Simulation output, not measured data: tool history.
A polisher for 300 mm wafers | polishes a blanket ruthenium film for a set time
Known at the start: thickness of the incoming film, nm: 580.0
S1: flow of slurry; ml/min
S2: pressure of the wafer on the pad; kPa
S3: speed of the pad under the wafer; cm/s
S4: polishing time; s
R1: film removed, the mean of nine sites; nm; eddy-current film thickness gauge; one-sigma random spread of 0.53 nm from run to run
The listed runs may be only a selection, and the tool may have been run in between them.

run	day	S1	S2	S3	S4	R1
1	0	250	13.8	78	43	37.944
2	0.342	250	13.8	92	43	43.7
3	0.462	250	13.8	92	43	43.497
4	0.688	250	14.5	92	43	46.006
5	0.979	250	16.5	92	43	51.88
6	1.254	250	15.2	92	43	48.586

Estimate the outcome of run 7 from the log above:
7	1.467	255	15.9	92	43	?

R1: 50.646 nm

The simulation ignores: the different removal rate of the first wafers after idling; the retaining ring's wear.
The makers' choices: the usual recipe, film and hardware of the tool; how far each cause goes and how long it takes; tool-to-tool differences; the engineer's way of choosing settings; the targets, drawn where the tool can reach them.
